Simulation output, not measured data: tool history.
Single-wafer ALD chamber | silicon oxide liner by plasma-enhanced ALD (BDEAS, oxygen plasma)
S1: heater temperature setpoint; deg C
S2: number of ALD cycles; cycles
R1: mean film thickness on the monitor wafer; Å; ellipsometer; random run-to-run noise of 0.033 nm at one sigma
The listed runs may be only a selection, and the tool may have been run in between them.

Run 1, hour 0.0: S1 320 deg C, S2 62 cycles. Result: R1 56.558 Å.
Run 2, hour 8.3: S1 319 deg C, S2 66 cycles. Result: R1 60.265 Å.
Run 3, hour 15.9: S1 326 deg C, S2 66 cycles. Result: R1 60.029 Å.
Run 4, hour 18.5: S1 326 deg C, S2 58 cycles. Result: R1 53.073 Å.
Run 5, hour 22.9: S1 326 deg C, S2 64 cycles. Result: R1 58.470 Å.
Run 6, hour 27.7: S1 326 deg C, S2 68 cycles. Result: R1 61.060 Å.
Run 7, hour 30.5: S1 325 deg C, S2 71 cycles. Result: R1 64.723 Å.

Run 8 has not been measured yet. What should we expect?
Run 8, hour 37.8: S1 325 deg C, S2 73 cycles. Result: R1 ?.

{"run 8": {"R1": 66.181}}
